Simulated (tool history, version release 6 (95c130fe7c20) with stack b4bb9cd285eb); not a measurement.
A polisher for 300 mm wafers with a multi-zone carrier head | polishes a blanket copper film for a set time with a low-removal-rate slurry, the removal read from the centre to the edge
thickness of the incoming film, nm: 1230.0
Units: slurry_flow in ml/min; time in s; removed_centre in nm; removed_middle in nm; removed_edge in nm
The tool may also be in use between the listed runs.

run	hour	slurry_flow	centre_zone	middle_zone	edge_zone	slurry_solids	time	removed_centre	removed_middle	removed_edge
1	0	215	1	1	1	1	82	325.43	304.49	304.73
2	4.3	215	1.01	0.98	1.03	1.1	85	344.54	329.13	332.07
3	9.7	215	1.01	0.98	0.96	1.1	85	339.44	320.03	328.84
4	17.1	215	1.01	0.98	0.96	0.95	85	325.12	315.63	306.12
5	25.4	215	1.01	1.06	0.96	0.95	85	325.67	335.46	309.35
6	30.8	215	1.03	1.03	0.98	1.1	86	342.86	343.29	326.64
7	32.6	220	1.05	0.99	1	1.2	87	357.35	346.36	345.11
8	41	225	1.08	0.95	1.01	1.25	89	386.44	342.89	360.64

Forecast run 9:
9	44.9	225	1.08	0.95	1.01	1.25	89	?	?	?

Run 9 gave removed_centre 376.77 nm, removed_middle 350.82 nm, removed_edge 362.84 nm.

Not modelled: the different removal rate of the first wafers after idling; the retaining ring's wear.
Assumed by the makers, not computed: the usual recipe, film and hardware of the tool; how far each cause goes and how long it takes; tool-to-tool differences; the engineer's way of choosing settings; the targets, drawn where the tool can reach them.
